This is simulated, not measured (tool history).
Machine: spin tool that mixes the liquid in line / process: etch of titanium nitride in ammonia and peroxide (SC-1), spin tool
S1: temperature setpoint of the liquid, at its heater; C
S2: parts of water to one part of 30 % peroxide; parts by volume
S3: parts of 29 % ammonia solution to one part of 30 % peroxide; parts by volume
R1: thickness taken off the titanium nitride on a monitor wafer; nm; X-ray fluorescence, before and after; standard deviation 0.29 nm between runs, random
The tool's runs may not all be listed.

run 1 day=0 | S1=61 S2=8 S3=0.65 time_under_the_liquid_(s)=325 | R1=51.675
run 2 day=0.038 | S1=61 S2=8 S3=0.65 time_under_the_liquid_(s)=345 | R1=53.937
run 3 day=0.15 | S1=58.5 S2=8 S3=0.65 time_under_the_liquid_(s)=345 | R1=46.132
run 4 day=0.496 | S1=58.5 S2=8 S3=0.65 time_under_the_liquid_(s)=345 | R1=46.823
run 5 day=0.762 | S1=58.5 S2=8 S3=0.8 time_under_the_liquid_(s)=345 | R1=47.781
run 6 day=1 | S1=58.5 S2=8 S3=0.9 time_under_the_liquid_(s)=345 | R1=48.471
run 7 day=1.133 | S1=58.5 S2=8 S3=0.9 time_under_the_liquid_(s)=345 | R1=49.188
run 8 day=1.238 | S1=58.5 S2=8 S3=0.9 time_under_the_liquid_(s)=345 | R1=49.143
run 9 day=1.425 | S1=56.5 S2=8 S3=0.9 time_under_the_liquid_(s)=345 | R1=42.629
run 10 day=1.75 | S1=55.5 S2=8 S3=0.9 time_under_the_liquid_(s)=345 | R1=39.822

Run 11 comes next. What will it give?
run 11 day=1.929 | S1=54.5 S2=8 S3=0.9 time_under_the_liquid_(s)=345 | R1=?

{"run 11": {"R1": 36.646}}
